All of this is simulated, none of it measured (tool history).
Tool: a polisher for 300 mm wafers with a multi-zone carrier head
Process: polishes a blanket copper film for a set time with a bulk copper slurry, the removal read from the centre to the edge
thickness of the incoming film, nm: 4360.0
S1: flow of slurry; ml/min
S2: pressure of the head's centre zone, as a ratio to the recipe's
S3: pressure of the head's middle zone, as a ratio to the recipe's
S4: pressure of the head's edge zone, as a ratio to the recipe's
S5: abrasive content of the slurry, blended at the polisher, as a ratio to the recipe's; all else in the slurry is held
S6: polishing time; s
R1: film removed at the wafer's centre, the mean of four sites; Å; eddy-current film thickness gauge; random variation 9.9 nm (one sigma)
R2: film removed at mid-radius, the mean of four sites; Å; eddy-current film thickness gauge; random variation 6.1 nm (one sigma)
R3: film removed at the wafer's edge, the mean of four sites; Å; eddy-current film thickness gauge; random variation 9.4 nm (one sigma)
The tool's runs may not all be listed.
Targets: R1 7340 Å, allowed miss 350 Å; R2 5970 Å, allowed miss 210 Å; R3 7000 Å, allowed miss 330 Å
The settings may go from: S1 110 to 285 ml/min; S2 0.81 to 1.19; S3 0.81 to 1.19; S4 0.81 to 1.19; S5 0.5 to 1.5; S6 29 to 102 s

{"run": 1, "day": 0.0, "S1": 180, "S2": 1, "S3": 1, "S4": 1, "S5": 1, "S6": 65, "R1": 8642.9, "R2": 8500.8, "R3": 8490.6}
{"run": 2, "day": 0.054, "S1": 180, "S2": 1, "S3": 1, "S4": 1, "S5": 1, "S6": 81, "R1": 10541, "R2": 10382, "R3": 10760}
{"run": 3, "day": 0.383, "S1": 170, "S2": 1.01, "S3": 0.95, "S4": 0.99, "S5": 0.85, "S6": 75, "R1": 9528.2, "R2": 9010.8, "R3": 9559.4}
{"run": 4, "day": 0.538, "S1": 170, "S2": 0.94, "S3": 0.95, "S4": 0.99, "S5": 0.85, "S6": 75, "R1": 8844.1, "R2": 8970, "R3": 9381.2}
{"run": 5, "day": 0.771, "S1": 165, "S2": 0.97, "S3": 0.91, "S4": 0.99, "S5": 0.8, "S6": 70, "R1": 8509, "R2": 7949.7, "R3": 8448.7}
{"run": 6, "day": 1.079, "S1": 165, "S2": 0.97, "S3": 0.97, "S4": 0.99, "S5": 0.8, "S6": 70, "R1": 8342, "R2": 8253.6, "R3": 8516.9}
{"run": 7, "day": 1.25, "S1": 155, "S2": 0.98, "S3": 0.92, "S4": 1, "S5": 0.7, "S6": 68, "R1": 7828.5, "R2": 7483.5, "R3": 8086}
{"run": 8, "day": 1.596, "S1": 155, "S2": 0.98, "S3": 0.92, "S4": 1, "S5": 0.7, "S6": 68, "R1": 7763.7, "R2": 7561.2, "R3": 8046.1}
{"run": 9, "day": 1.921, "S1": 150, "S2": 1.02, "S3": 0.89, "S4": 1.01, "S5": 0.65, "S6": 66, "R1": 7820.6, "R2": 6832.9, "R3": 7965.2}
{"run": 10, "day": 2.117, "S1": 150, "S2": 1.02, "S3": 0.89, "S4": 1.01, "S5": 0.65, "S6": 66, "R1": 7765.5, "R2": 6854.6, "R3": 7850.8}

5 next moves are on the table. One of them brings every result within its allowed miss. Which?
{"run": "A", "day": 2.312, "S1": 195, "S2": 1, "S3": 1.08, "S4": 1.03, "S5": 0.7, "S6": 65, "R1": "?", "R2": "?", "R3": "?"}
{"run": "B", "day": 2.312, "S1": 115, "S2": 0.9, "S3": 1.04, "S4": 1.04, "S5": 0.5, "S6": 78, "R1": "?", "R2": "?", "R3": "?"}
{"run": "C", "day": 2.312, "S1": 140, "S2": 1.1, "S3": 0.87, "S4": 1.04, "S5": 0.6, "S6": 60, "R1": "?", "R2": "?", "R3": "?"}
{"run": "D", "day": 2.312, "S1": 125, "S2": 0.93, "S3": 0.89, "S4": 1.06, "S5": 0.6, "S6": 79, "R1": "?", "R2": "?", "R3": "?"}
{"run": "E", "day": 2.312, "S1": 245, "S2": 1.15, "S3": 0.81, "S4": 0.83, "S5": 1.2, "S6": 50, "R1": "?", "R2": "?", "R3": "?"}

move=A R1=8115.9 R2=8532.2 R3=7941.3
move=B R1=7197.2 R2=8285.8 R3=8274.3
move=C R1=7432.9 R2=5975.3 R3=6843
move=D R1=7997.3 R2=7795.6 R3=8909.6
move=E R1=8284.9 R2=5936.6 R3=6329.3
A: further off than the last run
B: further off than the last run
C: meets every target
D: further off than the last run
E: brings the result that was furthest off to its target, and leaves another outside
The right move is C.

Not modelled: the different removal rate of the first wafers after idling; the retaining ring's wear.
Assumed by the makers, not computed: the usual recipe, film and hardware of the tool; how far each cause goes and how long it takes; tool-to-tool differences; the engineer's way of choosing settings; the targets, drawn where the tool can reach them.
